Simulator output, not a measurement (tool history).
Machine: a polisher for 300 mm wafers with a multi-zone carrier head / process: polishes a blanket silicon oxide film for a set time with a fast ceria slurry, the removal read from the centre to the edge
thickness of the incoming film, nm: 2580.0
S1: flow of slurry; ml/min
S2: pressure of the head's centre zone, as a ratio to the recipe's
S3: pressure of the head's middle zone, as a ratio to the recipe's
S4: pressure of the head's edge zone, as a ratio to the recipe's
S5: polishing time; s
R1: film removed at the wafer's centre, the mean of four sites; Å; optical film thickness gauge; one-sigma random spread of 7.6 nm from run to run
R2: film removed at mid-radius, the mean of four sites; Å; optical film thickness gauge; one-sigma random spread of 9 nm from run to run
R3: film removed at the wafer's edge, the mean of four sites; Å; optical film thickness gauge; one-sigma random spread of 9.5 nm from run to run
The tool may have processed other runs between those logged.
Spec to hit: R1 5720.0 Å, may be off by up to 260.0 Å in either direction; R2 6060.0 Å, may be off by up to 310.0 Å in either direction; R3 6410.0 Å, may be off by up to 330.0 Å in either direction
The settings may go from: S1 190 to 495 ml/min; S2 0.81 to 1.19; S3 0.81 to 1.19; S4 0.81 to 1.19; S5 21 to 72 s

run	hour	S1	S2	S3	S4	S5	R1	R2	R3
1	0.0	320	1.00	1.00	1.00	46	9317.4	9265.0	8822.1
2	5.0	315	0.97	0.98	1.00	43	8246.1	8572.2	8249.7
3	13.4	315	0.97	0.98	0.95	43	8295.4	8295.6	8198.5
4	19.7	315	0.95	0.97	0.95	41	7582.1	7980.0	7789.0
5	25.0	315	0.94	0.95	0.95	39	7386.3	7432.3	7436.6
6	32.4	315	0.94	0.89	0.95	39	7187.7	7039.7	7388.0
7	38.0	315	0.93	0.89	0.95	38	7084.1	6969.8	7229.8
8	45.9	315	0.91	0.88	0.95	37	6703.2	7056.5	6972.4
9	54.4	290	0.90	0.87	0.94	37	6544.3	6817.6	6786.1
10	61.3	310	0.89	0.86	0.94	36	6440.7	6512.7	6607.0
11	69.7	305	0.88	0.85	0.97	35	5884.9	6255.2	6761.1

5 candidate next runs follow, results not yet known. Just one meets every target within its allowed miss. Identify it.
A	78.1	350	0.81	0.90	0.90	35	?	?	?
B	78.1	310	0.89	0.88	1.01	33	?	?	?
C	78.1	270	0.84	0.84	0.86	38	?	?	?
D	78.1	310	0.97	0.81	0.87	33	?	?	?
E	78.1	320	0.88	0.81	0.95	36	?	?	?

move	R1	R2	R3
A	5733.8	6690.9	6528.1
B	5867.8	6150.5	6442.0
C	6263.1	6793.1	6802.9
D	6397.5	5867.1	6011.4
E	6349.1	6423.6	6846.3
A: meets the target for the result that was furthest off, but another lies outside its allowed miss
B: each result inside its tolerance
C: moves away from the targets compared with the last run
D: pushes the last run's worst result past its target
E: moves away from the targets compared with the last run
So the answer is move B, the one that meets all the targets.

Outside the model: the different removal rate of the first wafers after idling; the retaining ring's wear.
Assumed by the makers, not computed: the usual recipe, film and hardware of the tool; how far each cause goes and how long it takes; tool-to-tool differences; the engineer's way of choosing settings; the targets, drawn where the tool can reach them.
